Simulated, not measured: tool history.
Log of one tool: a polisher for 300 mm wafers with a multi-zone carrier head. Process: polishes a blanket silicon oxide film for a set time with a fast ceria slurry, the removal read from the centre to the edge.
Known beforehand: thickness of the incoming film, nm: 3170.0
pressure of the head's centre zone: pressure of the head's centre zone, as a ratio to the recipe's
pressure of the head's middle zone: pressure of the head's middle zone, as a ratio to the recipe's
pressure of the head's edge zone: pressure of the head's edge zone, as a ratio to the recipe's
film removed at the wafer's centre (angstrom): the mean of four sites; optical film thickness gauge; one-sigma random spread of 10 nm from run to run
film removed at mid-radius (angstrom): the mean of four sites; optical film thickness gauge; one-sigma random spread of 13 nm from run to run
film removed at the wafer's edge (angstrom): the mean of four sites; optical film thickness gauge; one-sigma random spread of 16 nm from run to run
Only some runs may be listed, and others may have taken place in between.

| run | day | flow of slurry (ml/min) | pressure of the head's centre zone | pressure of the head's middle zone | pressure of the head's edge zone | polishing time (s) | film removed at the wafer's centre (angstrom) | film removed at mid-radius (angstrom) | film removed at the wafer's edge (angstrom) |
|---|---|---|---|---|---|---|---|---|---|
| 1 | 0 | 140 | 1 | 1 | 1 | 52 | 11181 | 11308 | 11321 |
| 2 | 0.104 | 145 | 1.01 | 0.99 | 1.01 | 52 | 11484 | 11136 | 11247 |
| 3 | 0.208 | 150 | 1.02 | 0.98 | 1.03 | 53 | 11823 | 11457 | 12015 |
| 4 | 0.5 | 155 | 1.03 | 0.97 | 1.03 | 53 | 11983 | 11406 | 11655 |
| 5 | 0.808 | 155 | 1.04 | 0.96 | 1.05 | 53 | 12310 | 11347 | 11850 |
| 6 | 1.108 | 160 | 1.05 | 0.95 | 1.07 | 53 | 12282 | 11095 | 12091 |

What does the tool deliver on the next run?
| 7 | 1.483 | 165 | 1.06 | 0.94 | 1.08 | 53 | ? | ? | ? |

film removed at the wafer's centre (angstrom): 12584
film removed at mid-radius (angstrom): 11142
film removed at the wafer's edge (angstrom): 12263

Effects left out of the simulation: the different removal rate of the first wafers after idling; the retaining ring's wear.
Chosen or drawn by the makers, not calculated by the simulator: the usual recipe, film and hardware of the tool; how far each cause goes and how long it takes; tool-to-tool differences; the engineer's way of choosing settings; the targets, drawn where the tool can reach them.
